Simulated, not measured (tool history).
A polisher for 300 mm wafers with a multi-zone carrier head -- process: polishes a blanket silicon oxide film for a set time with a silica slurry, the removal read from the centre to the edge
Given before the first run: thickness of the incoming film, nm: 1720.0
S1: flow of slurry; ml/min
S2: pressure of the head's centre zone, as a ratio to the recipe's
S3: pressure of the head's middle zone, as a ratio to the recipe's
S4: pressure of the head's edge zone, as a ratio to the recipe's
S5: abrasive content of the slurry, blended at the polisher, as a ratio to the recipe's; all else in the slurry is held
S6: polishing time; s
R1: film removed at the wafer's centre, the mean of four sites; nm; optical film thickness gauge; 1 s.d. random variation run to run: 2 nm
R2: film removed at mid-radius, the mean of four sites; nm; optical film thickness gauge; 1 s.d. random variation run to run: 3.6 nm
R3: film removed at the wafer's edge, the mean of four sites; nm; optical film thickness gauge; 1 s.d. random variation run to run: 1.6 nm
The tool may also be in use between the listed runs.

run 1 hour=0 | S1=275 S2=1 S3=1 S4=1 S5=1 S6=54 | R1=186.33 R2=190.44 R3=192.93
run 2 hour=1.8 | S1=285 S2=1.03 S3=1.03 S4=1.04 S5=1.15 S6=54 | R1=202.67 R2=209.81 R3=209.07
run 3 hour=8.1 | S1=285 S2=0.98 S3=1.03 S4=1.04 S5=1.15 S6=54 | R1=192.85 R2=208.1 R3=207.96
run 4 hour=13.5 | S1=295 S2=1.03 S3=1.04 S4=1.07 S5=1.25 S6=55 | R1=216.3 R2=218.11 R3=224.61
run 5 hour=16.4 | S1=295 S2=1.03 S3=1.04 S4=1.01 S5=1.25 S6=55 | R1=216.83 R2=215.85 R3=220.33
run 6 hour=18.1 | S1=295 S2=0.99 S3=1.04 S4=1.01 S5=1.25 S6=55 | R1=208.34 R2=221.72 R3=218.91

Expected results for the next run?
-- hour=24.7 edge zone pressure recalibrated
run 7 hour=24.7 | S1=300 S2=1.03 S3=1.07 S4=1.04 S5=1.3 S6=56 | R1=? R2=? R3=?

{"run 7": {"R1": 219.84, "R2": 235.74, "R3": 224.07}}
